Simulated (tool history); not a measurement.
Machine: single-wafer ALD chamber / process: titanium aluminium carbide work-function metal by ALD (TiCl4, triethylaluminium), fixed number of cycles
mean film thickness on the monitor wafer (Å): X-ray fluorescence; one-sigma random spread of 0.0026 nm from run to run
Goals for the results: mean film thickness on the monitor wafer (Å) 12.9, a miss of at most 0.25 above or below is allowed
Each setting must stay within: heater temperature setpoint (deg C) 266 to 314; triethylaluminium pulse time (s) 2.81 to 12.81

run,hour,heater temperature setpoint (deg C),triethylaluminium pulse time (s),mean film thickness on the monitor wafer (Å)
1,0,290,7.81,18.565
2,3.5,290,5.8,16.87
3,6.5,299,5.8,17.509
4,11.2,291,5.05,15.792
5,17,286,4.76,14.984
6,23,286,6.29,17.132
7,25.4,281,5.41,15.738
8,27.4,278,4.75,14.465
9,28.9,275,4.54,13.879
10,36.9,273,4.46,13.566
11,40.6,271,4.43,13.356
12,45.3,270,4.41,13.329
13,48,266,3.59,11.078
14,55.5,270,3.62,11.367
15,64,274,3.67,11.715
16,65.6,278,3.74,12.15
17,70.4,280,3.79,12.394
18,73.2,287,4.13,13.647
19,75.9,285,4.09,13.44

5 next moves are on the table. One of them brings every result within its allowed miss. Which?
A,78.6,290,4.28,?
B,78.6,288,4.21,?
C,78.6,287,4.24,?
D,78.6,278,4.48,?
E,78.6,280,3.95,?

move,mean film thickness on the monitor wafer (Å)
A,14.189
B,13.906
C,13.919
D,13.919
E,12.806
A: lands further from the targets than the last run did
B: lands further from the targets than the last run did
C: lands further from the targets than the last run did
D: lands further from the targets than the last run did
E: meets every target
Correct choice: E, which meets every target
